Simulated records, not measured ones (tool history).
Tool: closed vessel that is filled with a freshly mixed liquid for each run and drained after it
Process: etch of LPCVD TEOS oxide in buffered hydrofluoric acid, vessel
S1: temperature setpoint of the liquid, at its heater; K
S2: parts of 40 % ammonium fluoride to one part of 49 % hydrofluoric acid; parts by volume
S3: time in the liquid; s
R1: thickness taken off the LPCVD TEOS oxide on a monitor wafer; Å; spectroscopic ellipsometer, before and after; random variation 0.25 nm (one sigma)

run	hour	S1	S2	S3	R1
1	0	297.15	18.5	105	1492
2	7.8	295.65	20	105	1269.1
3	14.8	294.15	21	105	1116.8
4	17.4	293.15	22	105	1015.7
5	19.1	293.15	18.5	105	1197.6
6	23.3	292.65	20	105	1078.3
# hour 24.4: hydrofluoric acid flow meter replaced
7	24.4	292.15	21	105	924.96
8	32	291.65	21	105	895.94
9	34.6	291.15	21	105	873.15
10	35.8	290.65	21.5	105	828.83

The next listed run, before its measurement:
11	43	290.15	22	105	?

{"run 11": {"R1": 800.76}}

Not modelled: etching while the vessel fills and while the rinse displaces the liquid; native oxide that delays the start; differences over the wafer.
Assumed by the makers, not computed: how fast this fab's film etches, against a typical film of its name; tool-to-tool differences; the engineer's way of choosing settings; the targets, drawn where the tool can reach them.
